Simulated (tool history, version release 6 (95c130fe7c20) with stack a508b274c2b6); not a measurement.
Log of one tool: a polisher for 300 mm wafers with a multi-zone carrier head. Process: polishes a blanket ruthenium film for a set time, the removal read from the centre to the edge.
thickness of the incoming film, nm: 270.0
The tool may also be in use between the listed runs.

| run | hour | flow of slurry (ml/min) | pressure of the head's centre zone | pressure of the head's middle zone | pressure of the head's edge zone | polishing time (s) | film removed at the wafer's centre (nm) | film removed at mid-radius (nm) | film removed at the wafer's edge (nm) |
|---|---|---|---|---|---|---|---|---|---|
| 1 | 0 | 225 | 1 | 1 | 1 | 45 | 32.878 | 33.559 | 32.757 |
| 2 | 3 | 225 | 1 | 1 | 0.95 | 45 | 32.732 | 33.902 | 32.84 |
| 3 | 6.5 | 225 | 1 | 1.04 | 0.95 | 45 | 32.44 | 34.605 | 32.804 |
| 4 | 7 | 235 | 1.01 | 1.05 | 0.95 | 45 | 32.673 | 35.155 | 32.514 |
| 5 | 12.3 | 185 | 1.01 | 1.05 | 0.95 | 45 | 31.841 | 33.793 | 31.679 |
|  | 17.1 | worn pad replaced by a new one |
| 6 | 17.1 | 200 | 1.02 | 1.06 | 0.96 | 45 | 33.99 | 36.322 | 33.61 |
| 7 | 21.9 | 265 | 1.06 | 1.06 | 0.89 | 46 | 38.34 | 38.842 | 35.301 |
| 8 | 28.5 | 270 | 1.06 | 1.07 | 0.89 | 46 | 38.011 | 39.426 | 34.921 |
| 9 | 37 | 275 | 1.06 | 1.07 | 0.9 | 46 | 38.224 | 38.97 | 35.519 |
| 10 | 42.3 | 280 | 1.06 | 1.08 | 0.9 | 46 | 37.874 | 39.222 | 35.469 |
| 11 | 46.7 | 285 | 1.06 | 1.09 | 0.9 | 46 | 37.968 | 39.837 | 35.402 |

Expected results for the next run?
| 12 | 54.6 | 290 | 1.06 | 1.09 | 0.9 | 46 | ? | ? | ? |

{"run 12": {"film removed at the wafer's centre (nm)": 38.392, "film removed at mid-radius (nm)": 40.412, "film removed at the wafer's edge (nm)": 35.177}}
